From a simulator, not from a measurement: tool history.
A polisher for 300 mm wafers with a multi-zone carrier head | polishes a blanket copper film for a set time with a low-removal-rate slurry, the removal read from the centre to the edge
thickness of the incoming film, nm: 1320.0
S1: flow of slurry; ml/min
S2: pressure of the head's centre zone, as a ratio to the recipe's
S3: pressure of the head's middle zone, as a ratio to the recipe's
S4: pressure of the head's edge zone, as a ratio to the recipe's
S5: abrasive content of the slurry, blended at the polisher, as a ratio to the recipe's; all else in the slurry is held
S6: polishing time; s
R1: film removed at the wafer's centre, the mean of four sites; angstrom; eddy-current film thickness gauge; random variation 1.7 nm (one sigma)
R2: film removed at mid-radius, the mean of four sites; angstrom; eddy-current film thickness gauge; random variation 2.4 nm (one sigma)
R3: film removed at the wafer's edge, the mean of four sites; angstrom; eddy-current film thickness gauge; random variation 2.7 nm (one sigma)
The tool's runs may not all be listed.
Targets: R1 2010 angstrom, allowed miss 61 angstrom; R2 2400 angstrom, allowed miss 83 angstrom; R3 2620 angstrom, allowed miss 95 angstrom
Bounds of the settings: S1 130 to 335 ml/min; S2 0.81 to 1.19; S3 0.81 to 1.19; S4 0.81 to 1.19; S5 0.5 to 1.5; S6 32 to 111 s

run,hour,S1,S2,S3,S4,S5,S6,R1,R2,R3
1,0,215,1,1,1,1,71,2008.4,1961.9,2077.9
2,1.7,220,0.97,1.01,1.04,1.1,72,1959.2,2019.5,2179.6
3,4.5,220,0.97,1.01,0.98,1.1,72,1996,2005.4,2139.1
4,7.2,225,0.96,1.03,1.02,1.2,73,2025.1,2106.7,2255.3
5,15.8,235,0.95,1.05,1.05,1.25,73,2025.3,2204.1,2268.8
6,17.1,230,0.93,1.05,1.07,1.3,74,2033.6,2232,2345.7
7,23.9,230,0.91,1.05,1.09,1.35,75,2036.9,2275.7,2404.6
8,29,235,0.83,1.06,1.19,1.5,77,1966.5,2392.1,2629.5

Which of these 5 next moves meets every target?
A,34.1,215,0.82,1.13,1.15,1.3,79,?,?,?
B,34.1,290,0.82,1.1,1.19,1.45,72,?,?,?
C,34.1,245,0.86,1.07,1.18,1.5,76,?,?,?
D,34.1,220,0.82,1.1,1.19,1.45,77,?,?,?
E,34.1,230,0.82,1.1,1.18,1.5,74,?,?,?

move,R1,R2,R3
A,1875.2,2433,2577.3
B,1855.9,2348.8,2537.1
C,1996.5,2375,2622.3
D,1869.3,2382,2610.7
E,1826,2323.9,2528.8
A: further off than the last run
B: further off than the last run
C: meets every target
D: further off than the last run
E: further off than the last run
The right move is C.
